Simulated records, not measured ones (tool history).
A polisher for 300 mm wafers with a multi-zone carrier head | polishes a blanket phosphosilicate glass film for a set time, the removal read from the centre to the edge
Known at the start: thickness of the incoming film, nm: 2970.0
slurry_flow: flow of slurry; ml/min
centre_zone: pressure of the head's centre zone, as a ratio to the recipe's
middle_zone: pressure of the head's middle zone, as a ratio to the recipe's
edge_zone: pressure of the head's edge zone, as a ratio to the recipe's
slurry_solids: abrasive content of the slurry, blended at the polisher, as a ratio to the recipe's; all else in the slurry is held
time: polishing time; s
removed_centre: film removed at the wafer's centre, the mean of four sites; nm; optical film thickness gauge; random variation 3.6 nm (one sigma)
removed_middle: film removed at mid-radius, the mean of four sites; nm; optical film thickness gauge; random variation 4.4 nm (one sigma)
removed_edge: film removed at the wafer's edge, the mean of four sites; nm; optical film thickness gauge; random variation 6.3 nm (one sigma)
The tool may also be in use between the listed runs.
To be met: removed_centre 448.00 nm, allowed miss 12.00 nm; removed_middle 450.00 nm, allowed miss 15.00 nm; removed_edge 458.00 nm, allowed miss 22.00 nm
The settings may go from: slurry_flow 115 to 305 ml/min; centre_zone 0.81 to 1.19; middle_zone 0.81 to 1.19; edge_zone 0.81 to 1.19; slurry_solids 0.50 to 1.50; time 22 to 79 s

Run 1, hour 0.0: slurry_flow 195 ml/min, centre_zone 1.00, middle_zone 1.00, edge_zone 1.00, slurry_solids 1.00, time 50 s. Result: removed_centre 295.97 nm, removed_middle 290.69 nm, removed_edge 297.95 nm.
Run 2, hour 3.2: slurry_flow 195 ml/min, centre_zone 1.00, middle_zone 1.00, edge_zone 1.00, slurry_solids 0.85, time 50 s. Result: removed_centre 267.16 nm, removed_middle 266.83 nm, removed_edge 277.12 nm.
Run 3, hour 6.9: slurry_flow 200 ml/min, centre_zone 1.00, middle_zone 1.02, edge_zone 1.06, slurry_solids 1.05, time 52 s. Result: removed_centre 317.05 nm, removed_middle 319.02 nm, removed_edge 323.73 nm.
Run 4, hour 12.1: slurry_flow 200 ml/min, centre_zone 1.00, middle_zone 1.02, edge_zone 1.11, slurry_solids 1.05, time 52 s. Result: removed_centre 315.69 nm, removed_middle 322.23 nm, removed_edge 344.46 nm.
Run 5, hour 18.0: slurry_flow 200 ml/min, centre_zone 1.00, middle_zone 1.02, edge_zone 1.11, slurry_solids 1.05, time 57 s. Result: removed_centre 345.15 nm, removed_middle 347.06 nm, removed_edge 369.73 nm.
Run 6, hour 19.7: slurry_flow 205 ml/min, centre_zone 1.01, middle_zone 1.04, edge_zone 1.14, slurry_solids 1.15, time 58 s. Result: removed_centre 371.42 nm, removed_middle 381.44 nm, removed_edge 399.97 nm.
Run 7, hour 24.7: slurry_flow 215 ml/min, centre_zone 1.03, middle_zone 1.05, edge_zone 1.16, slurry_solids 1.20, time 58 s. Result: removed_centre 385.91 nm, removed_middle 388.91 nm, removed_edge 416.94 nm.
Run 8, hour 33.0: slurry_flow 225 ml/min, centre_zone 1.06, middle_zone 1.08, edge_zone 1.17, slurry_solids 1.25, time 58 s. Result: removed_centre 412.64 nm, removed_middle 404.25 nm, removed_edge 433.07 nm.
Run 9, hour 34.2: slurry_flow 235 ml/min, centre_zone 1.07, middle_zone 1.11, edge_zone 1.17, slurry_solids 1.25, time 58 s. Result: removed_centre 418.59 nm, removed_middle 418.08 nm, removed_edge 444.71 nm.
Run 10, hour 36.6: slurry_flow 245 ml/min, centre_zone 1.08, middle_zone 1.13, edge_zone 1.15, slurry_solids 1.25, time 58 s. Result: removed_centre 427.12 nm, removed_middle 425.20 nm, removed_edge 419.46 nm.
Run 11, hour 45.5: slurry_flow 245 ml/min, centre_zone 1.08, middle_zone 1.13, edge_zone 1.16, slurry_solids 1.30, time 58 s. Result: removed_centre 439.99 nm, removed_middle 430.78 nm, removed_edge 435.99 nm.
Run 12, hour 52.8: slurry_flow 245 ml/min, centre_zone 1.08, middle_zone 1.14, edge_zone 1.17, slurry_solids 1.30, time 58 s. Result: removed_centre 436.37 nm, removed_middle 447.63 nm, removed_edge 448.55 nm.

Which of these 5 next moves meets every target?
Run A, hour 60.1: slurry_flow 180 ml/min, centre_zone 1.00, middle_zone 1.13, edge_zone 1.19, slurry_solids 1.45, time 61 s. Result: removed_centre ?, removed_middle ?, removed_edge ?.
Run B, hour 60.1: slurry_flow 210 ml/min, centre_zone 1.09, middle_zone 1.14, edge_zone 1.17, slurry_solids 1.40, time 59 s. Result: removed_centre ?, removed_middle ?, removed_edge ?.
Run C, hour 60.1: slurry_flow 250 ml/min, centre_zone 1.11, middle_zone 1.07, edge_zone 1.19, slurry_solids 1.25, time 60 s. Result: removed_centre ?, removed_middle ?, removed_edge ?.
Run D, hour 60.1: slurry_flow 180 ml/min, centre_zone 1.02, middle_zone 1.11, edge_zone 1.19, slurry_solids 1.30, time 63 s. Result: removed_centre ?, removed_middle ?, removed_edge ?.
Run E, hour 60.1: slurry_flow 230 ml/min, centre_zone 1.03, middle_zone 1.19, edge_zone 1.13, slurry_solids 1.20, time 59 s. Result: removed_centre ?, removed_middle ?, removed_edge ?.

move  removed_centre  removed_middle  removed_edge
   A          420.51          454.96        475.86
   B          448.72          447.37        458.14
   C          454.11          425.04        456.07
   D          423.15          443.63        469.82
   E          402.85          436.61        424.60
A: further off than the last run
B: meets every target
C: brings the result that was furthest off to its target, and leaves another outside
D: further off than the last run
E: further off than the last run
Move B is the one to make.
